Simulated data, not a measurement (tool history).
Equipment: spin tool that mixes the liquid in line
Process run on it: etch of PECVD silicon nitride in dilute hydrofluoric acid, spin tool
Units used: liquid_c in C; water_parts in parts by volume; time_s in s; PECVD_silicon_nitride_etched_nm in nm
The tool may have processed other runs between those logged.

run  hour  liquid_c  water_parts  time_s  PECVD_silicon_nitride_etched_nm
  1   0.0      23.0           95      75                           2.5406
  2   6.3      24.5           95      75                           2.7638
  3  13.2      21.5           95      75                           2.2917
  4  17.1      21.5           95      55                           1.6495
  5  23.2      21.5           75      55                           2.1121
  6  28.6      24.5           75      55                           2.5345
  7  29.4      26.0           75      55                           2.8210

What does the tool deliver on the next run?
     36.4  -- hydrofluoric acid flow meter replaced
  8  36.4      27.0           75      55                                ?

{"run 8": {"PECVD_silicon_nitride_etched_nm": 3.3558}}

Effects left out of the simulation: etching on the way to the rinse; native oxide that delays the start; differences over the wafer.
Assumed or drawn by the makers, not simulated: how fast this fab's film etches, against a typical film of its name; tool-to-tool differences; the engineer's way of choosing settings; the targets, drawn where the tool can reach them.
